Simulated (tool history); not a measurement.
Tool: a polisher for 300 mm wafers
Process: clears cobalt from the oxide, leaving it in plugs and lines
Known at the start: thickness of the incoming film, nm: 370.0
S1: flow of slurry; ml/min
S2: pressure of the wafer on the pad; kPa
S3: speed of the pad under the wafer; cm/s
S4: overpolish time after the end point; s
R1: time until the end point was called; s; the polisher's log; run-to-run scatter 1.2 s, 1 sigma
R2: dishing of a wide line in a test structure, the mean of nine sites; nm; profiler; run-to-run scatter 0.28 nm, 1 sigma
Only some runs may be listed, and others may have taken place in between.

run  hour   S1    S2   S3  S4      R1      R2
  1     0  180    11   76  17  147.79  29.411
  2   1.3  180     9   76  17  177.05  25.237
  3   3.8  145     9   76  17  192.42  24.446
  4  11.9  110     9   76  17     201  24.326
  5  18.1  110    11   76  17     167  27.496
  6  19.9  145  11.7   78  15   142.2  28.105
  7  26.9  175  11.7   82  13  131.18  25.872
  8  34.7  195  11.7   86  11  125.41  24.711
  9  35.4  215  11.7   90  10  114.72  23.992
 10  44.2  230  11.7   94   9   112.7  23.447
 11  52.5  240  11.7   98   8  104.25  21.958
 12    55  245  11.7  100   7  101.43  20.175
 13  59.8  245  12.4  102   6  97.913  18.776
 14  61.4  250  12.4  102   6  96.239  18.908

For run 15, what comes out?
 15  66.8  250  13.1  102   7   ?   ?

R1: 92.38 s
R2: 22.316 nm
